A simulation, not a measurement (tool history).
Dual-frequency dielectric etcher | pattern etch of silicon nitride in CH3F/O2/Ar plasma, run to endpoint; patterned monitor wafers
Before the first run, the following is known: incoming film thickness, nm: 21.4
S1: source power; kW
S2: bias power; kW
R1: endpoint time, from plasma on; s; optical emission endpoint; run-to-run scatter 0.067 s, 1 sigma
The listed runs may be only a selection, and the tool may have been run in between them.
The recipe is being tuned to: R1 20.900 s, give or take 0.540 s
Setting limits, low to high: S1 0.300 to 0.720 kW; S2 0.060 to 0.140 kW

run,day,S1,S2,R1
1,0.000,0.510,0.100,24.358
2,0.362,0.600,0.100,22.507
3,0.496,0.600,0.083,23.390
4,0.608,0.670,0.083,22.320
5,0.708,0.630,0.083,23.004
6,0.967,0.630,0.092,22.476
7,1.029,0.640,0.093,22.138
8,1.262,0.640,0.093,22.180
9,1.329,0.650,0.094,21.962
10,1.442,0.660,0.095,21.744
11,1.608,0.670,0.096,21.578
12,1.838,0.670,0.096,21.598

Which one of the following 4 next-run settings gets every result inside its allowed miss? There is exactly one.
A,2.067,0.560,0.113,?
B,2.067,0.680,0.107,?
C,2.067,0.630,0.096,?
D,2.067,0.720,0.071,?

move,R1
A,22.717
B,21.026
C,22.318
D,22.305
A: lands further from the targets than the last run did
B: every result within its allowed miss
C: lands further from the targets than the last run did
D: lands further from the targets than the last run did
The right move is B.

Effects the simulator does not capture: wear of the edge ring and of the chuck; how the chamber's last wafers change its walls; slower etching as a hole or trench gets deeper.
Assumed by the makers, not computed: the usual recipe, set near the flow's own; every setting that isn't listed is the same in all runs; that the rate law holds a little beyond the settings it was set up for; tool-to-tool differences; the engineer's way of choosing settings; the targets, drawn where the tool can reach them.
